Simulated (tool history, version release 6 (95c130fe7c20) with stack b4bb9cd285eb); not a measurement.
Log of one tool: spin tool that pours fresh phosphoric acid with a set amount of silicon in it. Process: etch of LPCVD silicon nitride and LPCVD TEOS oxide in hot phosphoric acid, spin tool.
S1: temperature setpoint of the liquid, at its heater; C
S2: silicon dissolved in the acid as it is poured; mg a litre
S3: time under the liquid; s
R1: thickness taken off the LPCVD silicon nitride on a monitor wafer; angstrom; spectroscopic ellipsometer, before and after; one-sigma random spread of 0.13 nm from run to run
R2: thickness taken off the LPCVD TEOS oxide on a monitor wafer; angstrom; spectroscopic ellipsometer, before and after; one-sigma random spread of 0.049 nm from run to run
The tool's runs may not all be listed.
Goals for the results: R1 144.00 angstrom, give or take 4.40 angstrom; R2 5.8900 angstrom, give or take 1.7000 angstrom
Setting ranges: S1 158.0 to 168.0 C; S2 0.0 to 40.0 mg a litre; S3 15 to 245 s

run  hour     S1    S2   S3      R1      R2
  1   0.0  163.0  17.5  125  126.13  4.1690
  2   2.1  163.0  17.5  175  176.36  6.4925
  3   2.8  162.5  16.5  175  171.91  6.0332
  4   4.7  162.0  14.5  175  168.61  7.4485
  5   6.6  161.5  15.0  175  167.15  6.8567
  6  14.2  163.0  15.0  175  172.66  6.6435
  7  19.2  163.0  15.0  170  169.13  6.7491
  8  23.5  162.5  15.0  170  168.78  6.2941
  9  29.3  162.0  15.0  170  163.87  6.1101

Below are 5 possible settings for the next run. Only one of them brings all results inside the allowed miss of their targets. Which is it?
  A  35.1  165.5  16.5  135   ?   ?
  B  35.1  162.0  20.5  200   ?   ?
  C  35.1  161.0   7.5  170   ?   ?
  D  35.1  162.0  19.5  185   ?   ?
  E  35.1  162.0   5.5  160   ?   ?

move      R1      R2
   A  144.52  4.8688
   B  190.74  5.0092
   C  156.81  5.4463
   D  176.43  4.7678
   E  152.59  5.7497
A: each result inside its tolerance
B: further off than the last run
C: moves toward the targets from the last run without getting all of them in spec
D: further off than the last run
E: moves toward the targets from the last run without getting all of them in spec
So the answer is move A, the one that meets all the targets.
